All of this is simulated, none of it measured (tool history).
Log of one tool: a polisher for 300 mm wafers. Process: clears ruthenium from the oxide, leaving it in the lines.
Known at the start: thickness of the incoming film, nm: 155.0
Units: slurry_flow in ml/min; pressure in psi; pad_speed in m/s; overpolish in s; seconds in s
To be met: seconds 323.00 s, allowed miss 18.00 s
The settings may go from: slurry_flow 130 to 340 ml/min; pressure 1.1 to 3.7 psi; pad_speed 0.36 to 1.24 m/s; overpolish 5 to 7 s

run    day  slurry_flow  pressure  pad_speed  overpolish  seconds
  1  0.000          220       2.4       0.80           7   142.47
  2  0.296          220       2.0       0.74           7   176.53
  3  0.633          220       2.0       0.90           7   157.07
  4  0.917          220       2.5       0.90           7   127.09
  5  1.225          215       2.1       0.78           7   166.99
  6  1.583          215       2.1       0.78           7   166.71
  7  1.904          210       1.8       0.70           7   207.27
  8  2.138          205       1.6       0.66           7   247.53
  9  2.254          205       1.6       0.66           7   242.74
 10  2.325          200       1.5       0.66           7   264.34
 11  2.662          190       1.4       0.66           7   285.34
 12  2.921          180       1.4       0.66           7   275.52
 13  3.217          180       1.3       0.66           7   303.29

5 next moves are on the table. One of them brings every result within its allowed miss. Which?
  A  3.512          230       1.3       0.58           7        ?
  B  3.512          170       1.4       0.70           7        ?
  C  3.512          180       1.5       0.64           7        ?
  D  3.512          190       1.5       0.76           7        ?
  E  3.512          180       1.5       0.64           5        ?

move  seconds
   A   320.80
   B   271.84
   C   269.61
   D   235.21
   E   269.61
A: meets every target
B: further off than the last run
C: further off than the last run
D: further off than the last run
E: further off than the last run
Answer: A
